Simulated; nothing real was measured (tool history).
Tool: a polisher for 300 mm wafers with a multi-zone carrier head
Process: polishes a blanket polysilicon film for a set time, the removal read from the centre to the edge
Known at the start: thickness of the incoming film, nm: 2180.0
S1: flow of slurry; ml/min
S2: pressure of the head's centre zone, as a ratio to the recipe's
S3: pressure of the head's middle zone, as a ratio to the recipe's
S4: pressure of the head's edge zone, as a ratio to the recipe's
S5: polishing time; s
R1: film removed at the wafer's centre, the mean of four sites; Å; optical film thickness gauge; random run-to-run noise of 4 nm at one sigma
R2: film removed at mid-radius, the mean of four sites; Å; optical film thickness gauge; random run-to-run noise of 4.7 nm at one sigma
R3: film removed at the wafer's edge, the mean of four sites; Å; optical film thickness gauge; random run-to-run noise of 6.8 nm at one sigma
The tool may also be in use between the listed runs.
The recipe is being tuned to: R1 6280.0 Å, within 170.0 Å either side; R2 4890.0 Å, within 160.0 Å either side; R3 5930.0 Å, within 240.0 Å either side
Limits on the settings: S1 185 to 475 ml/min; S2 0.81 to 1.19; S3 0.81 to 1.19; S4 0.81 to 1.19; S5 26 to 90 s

{"run": 1, "day": 0.0, "S1": 305, "S2": 1.0, "S3": 1.0, "S4": 1.0, "S5": 58, "R1": 4430.1, "R2": 4537.5, "R3": 4618.5}
{"run": 2, "day": 0.333, "S1": 310, "S2": 1.03, "S3": 0.98, "S4": 1.03, "S5": 60, "R1": 4721.8, "R2": 4608.8, "R3": 4771.0}
{"run": 3, "day": 0.65, "S1": 310, "S2": 1.05, "S3": 0.95, "S4": 1.05, "S5": 62, "R1": 5029.8, "R2": 4698.7, "R3": 4865.0}
{"run": 4, "day": 0.958, "S1": 310, "S2": 1.05, "S3": 0.95, "S4": 1.13, "S5": 62, "R1": 5019.9, "R2": 4635.1, "R3": 5317.4}
{"run": 5, "day": 1.025, "S1": 310, "S2": 1.07, "S3": 0.94, "S4": 1.14, "S5": 63, "R1": 5070.7, "R2": 4771.2, "R3": 5390.7}
{"run": 6, "day": 1.188, "S1": 325, "S2": 1.09, "S3": 0.91, "S4": 1.15, "S5": 64, "R1": 5347.4, "R2": 4665.8, "R3": 5427.8}
{"run": 7, "day": 1.446, "S1": 330, "S2": 1.1, "S3": 0.9, "S4": 1.16, "S5": 65, "R1": 5477.6, "R2": 4620.0, "R3": 5470.2}
{"run": 8, "day": 1.529, "S1": 330, "S2": 1.11, "S3": 0.9, "S4": 1.17, "S5": 66, "R1": 5604.5, "R2": 4728.8, "R3": 5645.0}
{"run": 9, "day": 1.688, "S1": 330, "S2": 1.12, "S3": 0.9, "S4": 1.17, "S5": 67, "R1": 5730.5, "R2": 4842.8, "R3": 5719.5}
{"run": 10, "day": 1.808, "S1": 335, "S2": 1.13, "S3": 0.89, "S4": 1.17, "S5": 68, "R1": 5898.6, "R2": 4771.5, "R3": 5814.4}
{"run": 11, "day": 1.838, "S1": 340, "S2": 1.14, "S3": 0.89, "S4": 1.17, "S5": 68, "R1": 5907.2, "R2": 4933.0, "R3": 5960.9}
{"run": 12, "day": 2.212, "S1": 340, "S2": 1.14, "S3": 0.89, "S4": 1.17, "S5": 68, "R1": 5971.7, "R2": 4783.0, "R3": 5801.4}
{"run": 13, "day": 2.246, "S1": 345, "S2": 1.15, "S3": 0.89, "S4": 1.17, "S5": 68, "R1": 5983.4, "R2": 4853.6, "R3": 5819.4}
{"run": 14, "day": 2.571, "S1": 345, "S2": 1.16, "S3": 0.89, "S4": 1.17, "S5": 68, "R1": 5976.1, "R2": 4839.6, "R3": 5831.7}
{"run": 15, "day": 2.888, "S1": 345, "S2": 1.17, "S3": 0.89, "S4": 1.17, "S5": 68, "R1": 6107.8, "R2": 4801.5, "R3": 5921.4}
{"run": 16, "day": 2.983, "S1": 345, "S2": 1.17, "S3": 0.89, "S4": 1.16, "S5": 68, "R1": 6126.5, "R2": 4869.8, "R3": 5852.8}

Pick the move, out of 5, that brings all results within their allowed miss; only one does.
{"run": "A", "day": 3.079, "S1": 290, "S2": 1.06, "S3": 0.86, "S4": 1.17, "S5": 73, "R1": "?", "R2": "?", "R3": "?"}
{"run": "B", "day": 3.079, "S1": 380, "S2": 1.19, "S3": 0.84, "S4": 1.04, "S5": 71, "R1": "?", "R2": "?", "R3": "?"}
{"run": "C", "day": 3.079, "S1": 285, "S2": 1.19, "S3": 0.9, "S4": 1.19, "S5": 70, "R1": "?", "R2": "?", "R3": "?"}
{"run": "D", "day": 3.079, "S1": 250, "S2": 1.16, "S3": 0.91, "S4": 1.13, "S5": 69, "R1": "?", "R2": "?", "R3": "?"}
{"run": "E", "day": 3.079, "S1": 305, "S2": 1.13, "S3": 0.85, "S4": 1.19, "S5": 68, "R1": "?", "R2": "?", "R3": "?"}

move=A R1=5877.8 R2=4955.8 R3=6158.5
move=B R1=6524.2 R2=4850.5 R3=5758.3
move=C R1=6240.0 R2=4921.3 R3=5945.8
move=D R1=5904.5 R2=4817.8 R3=5635.0
move=E R1=5832.0 R2=4595.8 R3=5812.9
A: the biggest miss grows against the last run
B: takes the result that was furthest off past its target
C: each result inside its tolerance
D: the biggest miss grows against the last run
E: the biggest miss grows against the last run
C is the move that brings every result within its allowed miss.

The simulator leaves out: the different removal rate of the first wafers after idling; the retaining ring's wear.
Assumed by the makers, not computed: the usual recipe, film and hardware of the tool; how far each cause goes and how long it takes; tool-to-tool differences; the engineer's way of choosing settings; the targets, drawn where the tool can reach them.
